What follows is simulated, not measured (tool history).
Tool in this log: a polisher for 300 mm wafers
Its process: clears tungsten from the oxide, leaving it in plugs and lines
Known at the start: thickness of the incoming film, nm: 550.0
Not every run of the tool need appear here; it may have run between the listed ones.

run  hour  flow of slurry (ml/min)  pressure of the wafer on the pad (kPa)  speed of the pad under the wafer (cm/s)  abrasive content of the slurry  overpolish time after the end point (s)  time until the end point was called (s)
  1   0.0                      255                                    28.3                                       98                            1.00                                       20                                   130.59
  2   8.7                      255                                    27.6                                       98                            1.00                                       20                                   133.04
  3  17.1                      255                                    26.9                                       98                            1.00                                       20                                   137.79
  4  18.1                      255                                    26.2                                       98                            1.00                                       20                                   138.80
  5  24.2                      255                                    26.2                                       98                            0.85                                       20                                   144.61
  6  33.2                      255                                    26.2                                       98                            0.85                                       20                                   141.08
  7  40.9                      255                                    25.5                                       98                            0.85                                       20                                   148.05

The next listed run, before its measurement:
     47.1  -- head pressure recalibrated
  8  47.1                      255                                    24.8                                       98                            0.85                                       20                                        ?

{"run 8": {"time until the end point was called (s)": 140.1}}
